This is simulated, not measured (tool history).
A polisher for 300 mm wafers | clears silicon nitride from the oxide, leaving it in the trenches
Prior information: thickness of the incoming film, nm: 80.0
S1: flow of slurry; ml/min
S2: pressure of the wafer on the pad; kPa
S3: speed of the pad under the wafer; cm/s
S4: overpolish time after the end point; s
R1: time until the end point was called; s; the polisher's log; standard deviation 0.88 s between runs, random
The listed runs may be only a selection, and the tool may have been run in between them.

{"run": 1, "hour": 0.0, "S1": 135, "S2": 21.4, "S3": 120, "S4": 4, "R1": 74.574}
{"run": 2, "hour": 3.7, "S1": 135, "S2": 21.4, "S3": 134, "S4": 4, "R1": 69.989}
{"run": 3, "hour": 10.7, "S1": 135, "S2": 17.2, "S3": 134, "S4": 4, "R1": 85.002}
{"run": 4, "hour": 18.7, "S1": 135, "S2": 17.2, "S3": 110, "S4": 4, "R1": 101.26}
{"run": 5, "hour": 26.8, "S1": 125, "S2": 17.2, "S3": 110, "S4": 4, "R1": 103.34}
{"run": 6, "hour": 32.6, "S1": 125, "S2": 17.2, "S3": 124, "S4": 4, "R1": 93.139}
{"run": 7, "hour": 41.2, "S1": 125, "S2": 21.4, "S3": 126, "S4": 4, "R1": 75.801}

Run 8 comes next. What will it give?
{"run": 8, "hour": 49.8, "S1": 135, "S2": 23.4, "S3": 128, "S4": 4, "R1": "?"}

R1: 66.752 s
